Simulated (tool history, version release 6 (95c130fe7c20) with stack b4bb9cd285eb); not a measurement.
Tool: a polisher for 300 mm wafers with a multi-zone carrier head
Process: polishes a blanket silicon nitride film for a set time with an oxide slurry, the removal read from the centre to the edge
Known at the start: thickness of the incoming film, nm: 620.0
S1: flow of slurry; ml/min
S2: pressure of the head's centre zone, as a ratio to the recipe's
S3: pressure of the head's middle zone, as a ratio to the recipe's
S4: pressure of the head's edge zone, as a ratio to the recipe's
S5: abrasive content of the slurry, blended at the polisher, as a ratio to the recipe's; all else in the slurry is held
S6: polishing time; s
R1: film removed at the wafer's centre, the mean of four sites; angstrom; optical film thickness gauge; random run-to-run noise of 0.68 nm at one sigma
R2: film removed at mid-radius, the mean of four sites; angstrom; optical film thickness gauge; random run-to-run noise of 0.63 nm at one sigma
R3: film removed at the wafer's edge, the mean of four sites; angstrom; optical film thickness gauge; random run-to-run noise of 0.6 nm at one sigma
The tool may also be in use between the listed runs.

{"run": 1, "hour": 0.0, "S1": 160, "S2": 1.0, "S3": 1.0, "S4": 1.0, "S5": 1.0, "S6": 88, "R1": 482.78, "R2": 464.92, "R3": 470.07}
{"run": 2, "hour": 0.7, "S1": 165, "S2": 1.0, "S3": 0.99, "S4": 1.02, "S5": 1.0, "S6": 88, "R1": 469.46, "R2": 453.49, "R3": 482.78}
{"run": 3, "hour": 2.0, "S1": 170, "S2": 1.01, "S3": 0.99, "S4": 1.03, "S5": 1.0, "S6": 88, "R1": 483.27, "R2": 457.75, "R3": 482.71}
{"run": 4, "hour": 4.5, "S1": 175, "S2": 1.02, "S3": 0.99, "S4": 1.04, "S5": 1.0, "S6": 88, "R1": 500.25, "R2": 463.52, "R3": 488.8}
{"run": 5, "hour": 10.7, "S1": 175, "S2": 1.02, "S3": 1.06, "S4": 1.04, "S5": 1.0, "S6": 88, "R1": 495.01, "R2": 488.0, "R3": 491.47}
{"run": 6, "hour": 18.3, "S1": 195, "S2": 1.02, "S3": 1.06, "S4": 1.04, "S5": 1.0, "S6": 88, "R1": 499.26, "R2": 490.85, "R3": 485.15}
{"run": 7, "hour": 23.5, "S1": 195, "S2": 1.02, "S3": 1.05, "S4": 1.05, "S5": 1.0, "S6": 88, "R1": 503.83, "R2": 500.67, "R3": 494.27}
{"hour": 30.4, "done": "slurry nozzle cleaned"}
{"run": 8, "hour": 30.4, "S1": 190, "S2": 1.02, "S3": 1.04, "S4": 1.06, "S5": 1.0, "S6": 88, "R1": 511.9, "R2": 498.16, "R3": 507.87}
{"run": 9, "hour": 33.7, "S1": 190, "S2": 1.02, "S3": 1.03, "S4": 1.07, "S5": 1.0, "S6": 88, "R1": 528.9, "R2": 501.0, "R3": 505.23}

For run 10, what comes out?
{"run": 10, "hour": 41.5, "S1": 180, "S2": 1.01, "S3": 1.01, "S4": 1.08, "S5": 1.0, "S6": 88, "R1": "?", "R2": "?", "R3": "?"}

{"run 10": {"R1": 516.9, "R2": 495.23, "R3": 515.21}}
